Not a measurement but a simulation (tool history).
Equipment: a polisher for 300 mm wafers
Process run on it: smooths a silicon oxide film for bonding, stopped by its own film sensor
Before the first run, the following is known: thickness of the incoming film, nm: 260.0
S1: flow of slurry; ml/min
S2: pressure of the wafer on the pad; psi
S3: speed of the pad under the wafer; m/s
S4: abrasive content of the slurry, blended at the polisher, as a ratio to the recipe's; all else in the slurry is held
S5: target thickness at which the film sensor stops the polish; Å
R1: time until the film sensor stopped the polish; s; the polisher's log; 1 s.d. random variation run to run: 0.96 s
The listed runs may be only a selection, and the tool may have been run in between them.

Run 1, hour 0.0: S1 135 ml/min, S2 1.5 psi, S3 1.12 m/s, S4 1.0, S5 2360 Å. Result: R1 51.081 s.
Run 2, hour 4.5: S1 135 ml/min, S2 1.5 psi, S3 1.00 m/s, S4 1.0, S5 2360 Å. Result: R1 54.098 s.
Run 3, hour 6.3: S1 145 ml/min, S2 1.5 psi, S3 1.00 m/s, S4 1.0, S5 2360 Å. Result: R1 52.585 s.
Run 4, hour 9.5: S1 135 ml/min, S2 1.4 psi, S3 1.00 m/s, S4 1.0, S5 2360 Å. Result: R1 58.071 s.
Run 5, hour 13.4: S1 115 ml/min, S2 1.4 psi, S3 1.00 m/s, S4 1.0, S5 2360 Å. Result: R1 61.782 s.
Run 6, hour 15.4: S1 115 ml/min, S2 1.7 psi, S3 1.00 m/s, S4 1.0, S5 2360 Å. Result: R1 51.743 s.
Run 7, hour 23.8: S1 115 ml/min, S2 1.7 psi, S3 1.00 m/s, S4 1.0, S5 2360 Å. Result: R1 53.210 s.
Run 8, hour 25.9: S1 110 ml/min, S2 1.6 psi, S3 0.98 m/s, S4 1.0, S5 2360 Å. Result: R1 56.577 s.

Run 9 has not been measured yet. What should we expect?
Run 9, hour 27.2: S1 105 ml/min, S2 1.5 psi, S3 0.98 m/s, S4 1.0, S5 2360 Å. Result: R1 ?.

Run 9 yielded R1 57.299 s.
